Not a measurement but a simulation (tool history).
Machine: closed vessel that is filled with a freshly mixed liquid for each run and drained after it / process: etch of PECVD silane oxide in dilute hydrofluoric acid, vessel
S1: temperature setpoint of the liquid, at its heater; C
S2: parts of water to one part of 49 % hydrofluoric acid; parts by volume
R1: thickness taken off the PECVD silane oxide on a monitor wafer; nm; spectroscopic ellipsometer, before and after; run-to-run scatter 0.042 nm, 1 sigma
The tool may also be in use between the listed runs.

{"run": 1, "day": 0.0, "S1": 22.0, "S2": 170, "time in the liquid (s)": 30, "R1": 2.5053}
{"run": 2, "day": 0.054, "S1": 22.0, "S2": 170, "time in the liquid (s)": 30, "R1": 2.4638}
{"run": 3, "day": 0.079, "S1": 23.5, "S2": 160, "time in the liquid (s)": 30, "R1": 2.8109}
{"run": 4, "day": 0.175, "S1": 23.5, "S2": 210, "time in the liquid (s)": 30, "R1": 2.0523}
{"run": 5, "day": 0.246, "S1": 25.0, "S2": 190, "time in the liquid (s)": 30, "R1": 2.4467}
{"run": 6, "day": 0.517, "S1": 26.0, "S2": 175, "time in the liquid (s)": 30, "R1": 2.7936}
{"run": 7, "day": 0.892, "S1": 27.0, "S2": 165, "time in the liquid (s)": 30, "R1": 3.079}
{"run": 8, "day": 0.992, "S1": 27.5, "S2": 155, "time in the liquid (s)": 30, "R1": 3.4173}
{"run": 9, "day": 1.167, "S1": 28.0, "S2": 150, "time in the liquid (s)": 30, "R1": 3.5384}
{"run": 10, "day": 1.292, "S1": 28.5, "S2": 145, "time in the liquid (s)": 30, "R1": 3.729}
{"run": 11, "day": 1.488, "S1": 29.0, "S2": 140, "time in the liquid (s)": 30, "R1": 4.0664}

Run 12 has not been measured yet. What should we expect?
{"run": 12, "day": 1.738, "S1": 29.5, "S2": 135, "time in the liquid (s)": 30, "R1": "?"}

Run 12 came out at R1 4.2999 nm.
